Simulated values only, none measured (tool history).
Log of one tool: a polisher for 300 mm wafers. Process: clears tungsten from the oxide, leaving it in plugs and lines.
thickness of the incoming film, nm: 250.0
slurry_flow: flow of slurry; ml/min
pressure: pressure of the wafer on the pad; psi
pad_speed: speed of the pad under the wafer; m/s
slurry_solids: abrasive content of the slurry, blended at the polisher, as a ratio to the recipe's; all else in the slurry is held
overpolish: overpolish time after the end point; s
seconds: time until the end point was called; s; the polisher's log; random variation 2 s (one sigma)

| run | day | slurry_flow | pressure | pad_speed | slurry_solids | overpolish | seconds |
|---|---|---|---|---|---|---|---|
| 1 | 0.000 | 165 | 2.6 | 1.00 | 1.0 | 8 | 86.598 |
| 2 | 0.250 | 165 | 2.6 | 0.76 | 1.0 | 8 | 109.290 |
| 3 | 0.412 | 165 | 2.6 | 0.76 | 1.0 | 8 | 112.190 |
| 4 | 0.638 | 210 | 2.6 | 0.76 | 1.0 | 8 | 109.910 |
| 5 | 0.767 | 210 | 2.6 | 0.76 | 1.2 | 8 | 102.470 |
| 6 | 1.146 | 210 | 2.5 | 0.76 | 1.2 | 8 | 107.330 |
| 7 | 1.254 | 210 | 2.5 | 0.76 | 1.2 | 8 | 108.710 |
| 8 | 1.617 | 210 | 2.4 | 0.76 | 1.2 | 8 | 110.920 |
| 9 | 1.671 | 210 | 2.3 | 0.76 | 1.2 | 8 | 117.650 |

Forecast run 10:
| 10 | 2.042 | 210 | 2.2 | 0.76 | 1.2 | 8 | ? |

Run 10 gave seconds 122.590 s.

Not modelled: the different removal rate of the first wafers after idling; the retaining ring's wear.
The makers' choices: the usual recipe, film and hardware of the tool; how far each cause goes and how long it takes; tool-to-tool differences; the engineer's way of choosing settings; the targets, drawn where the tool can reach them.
